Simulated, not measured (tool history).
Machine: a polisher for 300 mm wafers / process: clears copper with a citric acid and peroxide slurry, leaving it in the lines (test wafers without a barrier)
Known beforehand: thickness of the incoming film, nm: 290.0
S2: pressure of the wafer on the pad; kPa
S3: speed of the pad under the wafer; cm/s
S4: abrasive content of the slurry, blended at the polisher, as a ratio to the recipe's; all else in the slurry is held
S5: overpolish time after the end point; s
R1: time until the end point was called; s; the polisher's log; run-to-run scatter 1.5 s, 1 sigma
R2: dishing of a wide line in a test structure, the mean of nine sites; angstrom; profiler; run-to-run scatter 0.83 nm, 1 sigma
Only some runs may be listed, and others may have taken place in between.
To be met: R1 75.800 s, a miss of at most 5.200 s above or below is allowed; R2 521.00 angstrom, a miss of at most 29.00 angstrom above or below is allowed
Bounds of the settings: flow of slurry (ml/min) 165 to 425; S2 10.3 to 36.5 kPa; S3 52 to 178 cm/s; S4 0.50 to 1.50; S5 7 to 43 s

Run 1, hour 0.0: flow of slurry (ml/min) 275, S2 23.4 kPa, S3 114 cm/s, S4 1.00, S5 22 s. Result: R1 113.310 s, R2 327.06 angstrom.
Run 2, hour 2.3: flow of slurry (ml/min) 300, S2 23.4 kPa, S3 114 cm/s, S4 1.00, S5 22 s. Result: R1 114.310 s, R2 333.32 angstrom.
Run 3, hour 9.1: flow of slurry (ml/min) 300, S2 23.4 kPa, S3 114 cm/s, S4 1.00, S5 18 s. Result: R1 115.680 s, R2 288.77 angstrom.
Run 4, hour 14.0: flow of slurry (ml/min) 300, S2 24.8 kPa, S3 114 cm/s, S4 1.00, S5 19 s. Result: R1 102.980 s, R2 312.60 angstrom.
Run 5, hour 16.3: flow of slurry (ml/min) 300, S2 24.8 kPa, S3 114 cm/s, S4 1.15, S5 19 s. Result: R1 102.980 s, R2 319.39 angstrom.
At hour 18.1: slurry nozzle cleaned.
Run 6, hour 18.1: flow of slurry (ml/min) 300, S2 25.5 kPa, S3 114 cm/s, S4 1.15, S5 20 s. Result: R1 92.880 s, R2 356.70 angstrom.
Run 7, hour 20.8: flow of slurry (ml/min) 300, S2 29.0 kPa, S3 116 cm/s, S4 1.15, S5 27 s. Result: R1 84.376 s, R2 503.07 angstrom.
Run 8, hour 24.6: flow of slurry (ml/min) 300, S2 29.6 kPa, S3 116 cm/s, S4 1.15, S5 27 s. Result: R1 84.000 s, R2 507.56 angstrom.
Run 9, hour 33.6: flow of slurry (ml/min) 300, S2 30.3 kPa, S3 116 cm/s, S4 1.15, S5 27 s. Result: R1 82.937 s, R2 511.48 angstrom.

Which single option among these 5 for the next run brings every result within its allowed miss of target? Just one does.
Run A, hour 42.6: flow of slurry (ml/min) 300, S2 31.0 kPa, S3 146 cm/s, S4 1.25, S5 28 s. Result: R1 ?, R2 ?.
Run B, hour 42.6: flow of slurry (ml/min) 270, S2 27.6 kPa, S3 136 cm/s, S4 1.40, S5 31 s. Result: R1 ?, R2 ?.
Run C, hour 42.6: flow of slurry (ml/min) 315, S2 32.4 kPa, S3 114 cm/s, S4 1.15, S5 26 s. Result: R1 ?, R2 ?.
Run D, hour 42.6: flow of slurry (ml/min) 275, S2 29.0 kPa, S3 110 cm/s, S4 1.00, S5 37 s. Result: R1 ?, R2 ?.
Run E, hour 42.6: flow of slurry (ml/min) 315, S2 32.4 kPa, S3 94 cm/s, S4 1.05, S5 35 s. Result: R1 ?, R2 ?.

move      R1      R2
   A  64.238  609.74
   B  74.664  585.89
   C  75.768  520.69
   D  90.454  582.76
   E  89.103  571.95
A: carries the result that was furthest off beyond its target, to the other side
B: gets the furthest-off result to its target, but another result is out of tolerance
C: hits every target within its allowed miss
D: further off than the last run
E: further off than the last run
C is the move that brings every result within its allowed miss.

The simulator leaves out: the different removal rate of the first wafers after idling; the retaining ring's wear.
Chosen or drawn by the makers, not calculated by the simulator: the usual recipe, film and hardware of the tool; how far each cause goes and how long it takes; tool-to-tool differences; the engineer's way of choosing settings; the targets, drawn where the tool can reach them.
